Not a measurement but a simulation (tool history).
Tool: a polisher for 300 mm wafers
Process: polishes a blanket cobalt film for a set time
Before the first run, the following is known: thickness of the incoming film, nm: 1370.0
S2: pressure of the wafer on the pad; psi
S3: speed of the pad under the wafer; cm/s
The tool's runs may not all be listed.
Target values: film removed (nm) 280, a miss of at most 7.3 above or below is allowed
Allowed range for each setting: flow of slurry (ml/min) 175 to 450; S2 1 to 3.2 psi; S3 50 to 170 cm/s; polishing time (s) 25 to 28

Run 1, hour 0: flow of slurry (ml/min) 290, S2 2.1 psi, S3 110 cm/s, polishing time (s) 28. Result: film removed (nm) 175.31.
Run 2, hour 5.1: flow of slurry (ml/min) 295, S2 2.4 psi, S3 110 cm/s, polishing time (s) 28. Result: film removed (nm) 202.73.
Run 3, hour 7.3: flow of slurry (ml/min) 300, S2 2.6 psi, S3 110 cm/s, polishing time (s) 28. Result: film removed (nm) 218.58.
Run 4, hour 16.2: flow of slurry (ml/min) 300, S2 2.8 psi, S3 110 cm/s, polishing time (s) 28. Result: film removed (nm) 233.65.
Run 5, hour 22.3: flow of slurry (ml/min) 300, S2 2.8 psi, S3 90 cm/s, polishing time (s) 28. Result: film removed (nm) 190.95.
Run 6, hour 26.7: flow of slurry (ml/min) 235, S2 2.8 psi, S3 90 cm/s, polishing time (s) 28. Result: film removed (nm) 188.7.
Run 7, hour 33.3: flow of slurry (ml/min) 240, S2 2.9 psi, S3 98 cm/s, polishing time (s) 28. Result: film removed (nm) 212.75.
Run 8, hour 36.1: flow of slurry (ml/min) 245, S2 3 psi, S3 104 cm/s, polishing time (s) 28. Result: film removed (nm) 233.3.

Which one of the following 4 next-run settings gets every result inside its allowed miss? There is exactly one.
Run A, hour 38.9: flow of slurry (ml/min) 295, S2 2.9 psi, S3 122 cm/s, polishing time (s) 27. Result: film removed (nm) ?.
Run B, hour 38.9: flow of slurry (ml/min) 300, S2 3 psi, S3 102 cm/s, polishing time (s) 27. Result: film removed (nm) ?.
Run C, hour 38.9: flow of slurry (ml/min) 180, S2 3 psi, S3 100 cm/s, polishing time (s) 28. Result: film removed (nm) ?.
Run D, hour 38.9: flow of slurry (ml/min) 255, S2 3 psi, S3 124 cm/s, polishing time (s) 28. Result: film removed (nm) ?.

move  film removed (nm)
   A              262.5
   B             228.45
   C             217.03
   D             281.41
A: moves toward the targets from the last run without getting all of them in spec
B: its largest miss is bigger than the last run's
C: its largest miss is bigger than the last run's
D: all results in spec
So the answer is move D, the one that meets all the targets.
